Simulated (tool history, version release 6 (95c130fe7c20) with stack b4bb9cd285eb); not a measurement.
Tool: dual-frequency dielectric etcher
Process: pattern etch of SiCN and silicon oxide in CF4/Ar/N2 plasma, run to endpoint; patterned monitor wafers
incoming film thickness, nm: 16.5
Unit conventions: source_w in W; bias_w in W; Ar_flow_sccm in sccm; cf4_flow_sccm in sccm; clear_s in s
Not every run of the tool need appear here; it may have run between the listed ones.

run    day  source_w  bias_w  Ar_flow_sccm  cf4_flow_sccm  clear_s
  1      0       590      50            85             70   16.214
  2  0.117       590      50            93             70   16.231
  3  0.292       590      50           104             70   16.646
  4  0.379       590      50           104             78   16.349
  5    0.5       620      50           104             78   15.524
  6  0.829       620      44           104             78   16.166
  7  0.908       650      44           104             78   15.554

Predict the results of run 8:
  8  1.204       670      44           104             78        ?

{"run 8": {"clear_s": 14.834}}
